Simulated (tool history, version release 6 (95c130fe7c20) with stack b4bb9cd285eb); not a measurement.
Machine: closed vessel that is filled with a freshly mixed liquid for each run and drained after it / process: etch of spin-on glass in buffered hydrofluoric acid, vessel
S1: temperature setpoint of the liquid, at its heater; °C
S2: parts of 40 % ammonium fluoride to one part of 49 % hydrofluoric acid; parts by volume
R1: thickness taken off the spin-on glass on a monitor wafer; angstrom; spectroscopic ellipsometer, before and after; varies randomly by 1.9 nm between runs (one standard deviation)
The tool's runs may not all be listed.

{"run": 1, "hour": 0.0, "S1": 24, "S2": 11.5, "time in the liquid (s)": 85, "R1": 3110}
{"run": 2, "hour": 1.6, "S1": 25.5, "S2": 11.5, "time in the liquid (s)": 85, "R1": 3338.7}
{"run": 3, "hour": 5.3, "S1": 28, "S2": 11.5, "time in the liquid (s)": 85, "R1": 3848.9}
{"run": 4, "hour": 11.0, "S1": 28, "S2": 11.5, "time in the liquid (s)": 85, "R1": 3836.3}
{"run": 5, "hour": 18.2, "S1": 28.5, "S2": 11.5, "time in the liquid (s)": 85, "R1": 3940.7}
{"run": 6, "hour": 20.2, "S1": 29, "S2": 11.5, "time in the liquid (s)": 85, "R1": 4052.1}
{"run": 7, "hour": 25.2, "S1": 29.5, "S2": 11.5, "time in the liquid (s)": 85, "R1": 4167.3}
{"run": 8, "hour": 28.6, "S1": 30, "S2": 11.5, "time in the liquid (s)": 85, "R1": 4268.1}

Predict the results of run 9:
{"run": 9, "hour": 37.7, "S1": 30.5, "S2": 11.5, "time in the liquid (s)": 85, "R1": "?"}

R1: 4393.4 angstrom
